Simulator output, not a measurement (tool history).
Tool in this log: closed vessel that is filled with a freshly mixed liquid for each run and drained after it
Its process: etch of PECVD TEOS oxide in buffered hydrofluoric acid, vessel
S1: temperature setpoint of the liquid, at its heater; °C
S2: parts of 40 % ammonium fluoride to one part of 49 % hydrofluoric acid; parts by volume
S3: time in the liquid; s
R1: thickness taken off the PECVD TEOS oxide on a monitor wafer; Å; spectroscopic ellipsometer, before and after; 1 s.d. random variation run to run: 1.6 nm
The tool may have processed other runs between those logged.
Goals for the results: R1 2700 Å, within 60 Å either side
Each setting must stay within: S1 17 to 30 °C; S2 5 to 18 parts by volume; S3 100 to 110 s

run  hour    S1   S2   S3      R1
  1     0    22   11  100  3028.8
  2   3.9    22   11  110  3329.6
  3  11.2    22  9.5  110    3877
  4    18    22    7  110  5083.9
  5  24.8    22    7  110  5050.7
  6  31.7    21    8  110  4151.1
  7  36.8    20    8  110  3927.6
  8  42.9    17   11  110  2518.5
       46  -- hydrofluoric acid flow meter replaced
  9    46  18.5   11  110  3056.8
 10  52.5    17   11  110  2852.2

Pick the move, out of 5, that brings all results within their allowed miss; only one does.
  A    59    18    11  105   ?
  B    59    17  10.5  100   ?
  C    59    17  10.5  105   ?
  D    59  17.5    11  105   ?
  E    59  18.5  11.5  105   ?

move      R1
   A  2881.4
   B  2712.7
   C  2848.3
   D  2800.7
   E  2838.3
A: misses by more than the last run did
B: meets every target
C: as far off as the last run
D: nearer than the last run, and not there yet
E: nearer than the last run, and not there yet
The right move is B.

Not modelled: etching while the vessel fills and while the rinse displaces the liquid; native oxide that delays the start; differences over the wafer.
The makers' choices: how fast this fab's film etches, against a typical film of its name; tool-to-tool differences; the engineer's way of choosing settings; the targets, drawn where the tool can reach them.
